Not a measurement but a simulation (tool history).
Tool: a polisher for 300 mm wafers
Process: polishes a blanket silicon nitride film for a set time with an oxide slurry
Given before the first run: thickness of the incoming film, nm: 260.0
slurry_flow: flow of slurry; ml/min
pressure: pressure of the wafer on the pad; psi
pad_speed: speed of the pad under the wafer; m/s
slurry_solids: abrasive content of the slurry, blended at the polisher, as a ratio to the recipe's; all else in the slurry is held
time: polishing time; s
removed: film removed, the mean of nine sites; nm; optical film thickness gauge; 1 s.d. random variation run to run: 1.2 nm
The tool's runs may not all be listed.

run 1 day=0 | slurry_flow=260 pressure=3.4 pad_speed=1.32 slurry_solids=1 time=85 | removed=65.305
run 2 day=0.067 | slurry_flow=260 pressure=3.6 pad_speed=1.32 slurry_solids=1 time=85 | removed=68.259
run 3 day=0.208 | slurry_flow=260 pressure=3.8 pad_speed=1.32 slurry_solids=1 time=85 | removed=73.479
run 4 day=0.238 | slurry_flow=260 pressure=3.8 pad_speed=1.32 slurry_solids=1 time=85 | removed=73.006
run 5 day=0.35 | slurry_flow=260 pressure=3.8 pad_speed=1.32 slurry_solids=1 time=85 | removed=72.789
run 6 day=0.383 | slurry_flow=260 pressure=3.8 pad_speed=1.32 slurry_solids=1.05 time=85 | removed=75.515
run 7 day=0.525 | slurry_flow=260 pressure=3.9 pad_speed=1.32 slurry_solids=1.05 time=85 | removed=75.474
run 8 day=0.712 | slurry_flow=260 pressure=4 pad_speed=1.32 slurry_solids=1.05 time=85 | removed=78.963
run 9 day=0.954 | slurry_flow=260 pressure=4 pad_speed=1.32 slurry_solids=1.05 time=85 | removed=78.17

Run 10 is up next; what results do you expect?
run 10 day=1.017 | slurry_flow=260 pressure=4.1 pad_speed=1.32 slurry_solids=1.05 time=85 | removed=?

Run 10 measured removed 78.794 nm.
